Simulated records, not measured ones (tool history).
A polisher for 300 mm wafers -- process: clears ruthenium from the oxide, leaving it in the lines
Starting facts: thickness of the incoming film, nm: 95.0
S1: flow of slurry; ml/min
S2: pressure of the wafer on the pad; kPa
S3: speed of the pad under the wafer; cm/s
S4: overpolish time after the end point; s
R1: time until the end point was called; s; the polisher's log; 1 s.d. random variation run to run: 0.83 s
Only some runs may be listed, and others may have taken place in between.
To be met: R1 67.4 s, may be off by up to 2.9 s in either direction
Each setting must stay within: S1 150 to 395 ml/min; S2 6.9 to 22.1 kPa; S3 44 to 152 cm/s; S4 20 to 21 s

{"run": 1, "hour": 0.0, "S1": 250, "S2": 14.5, "S3": 98, "S4": 20, "R1": 91.457}
{"run": 2, "hour": 1.7, "S1": 215, "S2": 14.5, "S3": 98, "S4": 20, "R1": 92.614}
{"run": 3, "hour": 4.7, "S1": 215, "S2": 11, "S3": 98, "S4": 20, "R1": 116.49}
{"run": 4, "hour": 10.7, "S1": 215, "S2": 8.3, "S3": 98, "S4": 20, "R1": 154.82}
{"run": 5, "hour": 11.6, "S1": 215, "S2": 8.3, "S3": 114, "S4": 20, "R1": 136.25}
{"run": 6, "hour": 14.2, "S1": 215, "S2": 8.3, "S3": 114, "S4": 21, "R1": 137.78}
{"run": 7, "hour": 20.6, "S1": 215, "S2": 9, "S3": 114, "S4": 21, "R1": 129.19}
{"run": 8, "hour": 24.0, "S1": 215, "S2": 9.7, "S3": 114, "S4": 21, "R1": 122.06}
{"run": 9, "hour": 30.3, "S1": 215, "S2": 10.3, "S3": 114, "S4": 21, "R1": 115.33}
{"run": 10, "hour": 33.1, "S1": 215, "S2": 11, "S3": 114, "S4": 21, "R1": 109.83}
{"run": 11, "hour": 38.5, "S1": 215, "S2": 11.7, "S3": 114, "S4": 21, "R1": 103.68}
{"hour": 45.5, "done": "slurry nozzle cleaned"}
{"run": 12, "hour": 45.5, "S1": 215, "S2": 12.4, "S3": 114, "S4": 21, "R1": 90.666}
{"run": 13, "hour": 48.0, "S1": 215, "S2": 13.1, "S3": 114, "S4": 21, "R1": 86.415}
{"run": 14, "hour": 53.1, "S1": 215, "S2": 14.5, "S3": 114, "S4": 21, "R1": 79.247}
{"run": 15, "hour": 59.4, "S1": 215, "S2": 15.9, "S3": 114, "S4": 21, "R1": 71.823}

Pick the move, out of 5, that brings all results within their allowed miss; only one does.
{"run": "A", "hour": 65.7, "S1": 225, "S2": 14.5, "S3": 122, "S4": 21, "R1": "?"}
{"run": "B", "hour": 65.7, "S1": 170, "S2": 19.3, "S3": 80, "S4": 21, "R1": "?"}
{"run": "C", "hour": 65.7, "S1": 205, "S2": 14.5, "S3": 126, "S4": 21, "R1": "?"}
{"run": "D", "hour": 65.7, "S1": 240, "S2": 17.2, "S3": 100, "S4": 21, "R1": "?"}
{"run": "E", "hour": 65.7, "S1": 205, "S2": 20, "S3": 96, "S4": 20, "R1": "?"}

move=A R1=74.433
move=B R1=77.533
move=C R1=73.83
move=D R1=71.65
move=E R1=65.592
A: moves away from the targets compared with the last run
B: moves away from the targets compared with the last run
C: moves away from the targets compared with the last run
D: about the same distance from the targets as the last run
E: every result lands within tolerance
So the answer is move E, the one that meets all the targets.
